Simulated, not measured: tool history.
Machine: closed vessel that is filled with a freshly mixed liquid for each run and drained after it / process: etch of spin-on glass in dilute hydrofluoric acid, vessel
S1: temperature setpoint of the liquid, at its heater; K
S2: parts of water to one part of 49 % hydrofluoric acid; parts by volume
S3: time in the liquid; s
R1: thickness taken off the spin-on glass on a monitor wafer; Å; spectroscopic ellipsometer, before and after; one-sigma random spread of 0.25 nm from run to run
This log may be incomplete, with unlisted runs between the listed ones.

run	day	S1	S2	S3	R1
1	0	296.15	190	140	241.28
2	0.104	297.15	190	140	244.84
3	0.283	298.15	190	140	261.24
4	0.354	298.65	190	140	260.19
5	0.508	297.15	190	140	248.47
6	0.767	297.15	190	140	248.32
7	0.967	298.15	190	140	258.56
8	1.188	299.15	190	140	266.9

Run 9 is up next; what results do you expect?
9	1.329	299.65	190	140	?

{"run 9": {"R1": 273.68}}
